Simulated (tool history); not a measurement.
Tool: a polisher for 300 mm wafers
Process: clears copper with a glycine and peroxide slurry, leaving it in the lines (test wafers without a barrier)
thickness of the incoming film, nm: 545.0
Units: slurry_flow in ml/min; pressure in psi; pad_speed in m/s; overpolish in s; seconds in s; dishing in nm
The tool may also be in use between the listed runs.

run 1 day=0.000 | slurry_flow=280 pressure=2.7 pad_speed=0.92 overpolish=16 | seconds=121.63 dishing=49.368
run 2 day=0.058 | slurry_flow=280 pressure=2.5 pad_speed=0.90 overpolish=17 | seconds=129.91 dishing=51.123
run 3 day=0.079 | slurry_flow=325 pressure=2.5 pad_speed=0.90 overpolish=17 | seconds=128.21 dishing=53.048
run 4 day=0.238 | slurry_flow=325 pressure=3.0 pad_speed=0.90 overpolish=17 | seconds=117.13 dishing=56.292
run 5 day=0.283 | slurry_flow=325 pressure=2.8 pad_speed=0.86 overpolish=17 | seconds=126.59 dishing=51.315
run 6 day=0.646 | slurry_flow=325 pressure=2.6 pad_speed=0.84 overpolish=17 | seconds=134.58 dishing=49.970

The next listed run, before its measurement:
run 7 day=0.742 | slurry_flow=325 pressure=2.4 pad_speed=0.82 overpolish=17 | seconds=? dishing=?

seconds: 141.78 s
dishing: 47.246 nm

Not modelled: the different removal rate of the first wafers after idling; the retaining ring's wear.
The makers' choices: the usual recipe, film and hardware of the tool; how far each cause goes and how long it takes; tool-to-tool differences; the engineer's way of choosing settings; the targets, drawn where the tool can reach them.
